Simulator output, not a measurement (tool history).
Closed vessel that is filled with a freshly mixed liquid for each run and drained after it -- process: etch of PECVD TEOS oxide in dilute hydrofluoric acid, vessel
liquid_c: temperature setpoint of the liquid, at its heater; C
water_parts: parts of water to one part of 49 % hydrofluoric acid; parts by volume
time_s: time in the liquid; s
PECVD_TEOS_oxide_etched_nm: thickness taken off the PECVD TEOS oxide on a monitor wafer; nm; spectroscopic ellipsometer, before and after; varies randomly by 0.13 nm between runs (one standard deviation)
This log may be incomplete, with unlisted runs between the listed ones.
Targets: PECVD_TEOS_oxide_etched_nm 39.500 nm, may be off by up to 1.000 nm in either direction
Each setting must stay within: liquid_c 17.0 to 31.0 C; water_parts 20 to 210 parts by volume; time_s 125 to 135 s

run 1 hour=0.0 | liquid_c=23.0 water_parts=115 time_s=125 | PECVD_TEOS_oxide_etched_nm=23.748
run 2 hour=2.0 | liquid_c=23.0 water_parts=75 time_s=125 | PECVD_TEOS_oxide_etched_nm=38.403
run 3 hour=5.9 | liquid_c=23.0 water_parts=40 time_s=125 | PECVD_TEOS_oxide_etched_nm=75.191
run 4 hour=9.5 | liquid_c=22.0 water_parts=45 time_s=125 | PECVD_TEOS_oxide_etched_nm=63.438
run 5 hour=11.9 | liquid_c=21.0 water_parts=50 time_s=125 | PECVD_TEOS_oxide_etched_nm=54.521
run 6 hour=14.2 | liquid_c=20.0 water_parts=50 time_s=125 | PECVD_TEOS_oxide_etched_nm=52.353
run 7 hour=17.3 | liquid_c=19.5 water_parts=50 time_s=125 | PECVD_TEOS_oxide_etched_nm=51.317
run 8 hour=21.8 | liquid_c=19.0 water_parts=50 time_s=125 | PECVD_TEOS_oxide_etched_nm=50.210
run 9 hour=26.3 | liquid_c=18.5 water_parts=50 time_s=125 | PECVD_TEOS_oxide_etched_nm=48.880
run 10 hour=33.5 | liquid_c=18.0 water_parts=50 time_s=125 | PECVD_TEOS_oxide_etched_nm=47.849
run 11 hour=34.7 | liquid_c=17.5 water_parts=55 time_s=125 | PECVD_TEOS_oxide_etched_nm=42.740
run 12 hour=38.6 | liquid_c=17.0 water_parts=55 time_s=125 | PECVD_TEOS_oxide_etched_nm=41.424
run 13 hour=40.3 | liquid_c=17.0 water_parts=60 time_s=125 | PECVD_TEOS_oxide_etched_nm=37.812

Exercise: of the 5 proposed moves below, exactly one satisfies all targets within the stated allowed misses. Which move is it?
run A hour=42.0 | liquid_c=17.0 water_parts=55 time_s=125 | PECVD_TEOS_oxide_etched_nm=?
run B hour=42.0 | liquid_c=18.0 water_parts=65 time_s=125 | PECVD_TEOS_oxide_etched_nm=?
run C hour=42.0 | liquid_c=17.0 water_parts=65 time_s=135 | PECVD_TEOS_oxide_etched_nm=?
run D hour=42.0 | liquid_c=20.0 water_parts=70 time_s=135 | PECVD_TEOS_oxide_etched_nm=?
run E hour=42.0 | liquid_c=17.5 water_parts=60 time_s=135 | PECVD_TEOS_oxide_etched_nm=?

move=A PECVD_TEOS_oxide_etched_nm=41.676
move=B PECVD_TEOS_oxide_etched_nm=36.406
move=C PECVD_TEOS_oxide_etched_nm=37.667
move=D PECVD_TEOS_oxide_etched_nm=39.507
move=E PECVD_TEOS_oxide_etched_nm=41.926
A: the result that was furthest off in the last run now lies on the other side of its target
B: lands further from the targets than the last run did
C: lands further from the targets than the last run did
D: hits every target within its allowed miss
E: the result that was furthest off in the last run now lies on the other side of its target
The move that meets every target is D.

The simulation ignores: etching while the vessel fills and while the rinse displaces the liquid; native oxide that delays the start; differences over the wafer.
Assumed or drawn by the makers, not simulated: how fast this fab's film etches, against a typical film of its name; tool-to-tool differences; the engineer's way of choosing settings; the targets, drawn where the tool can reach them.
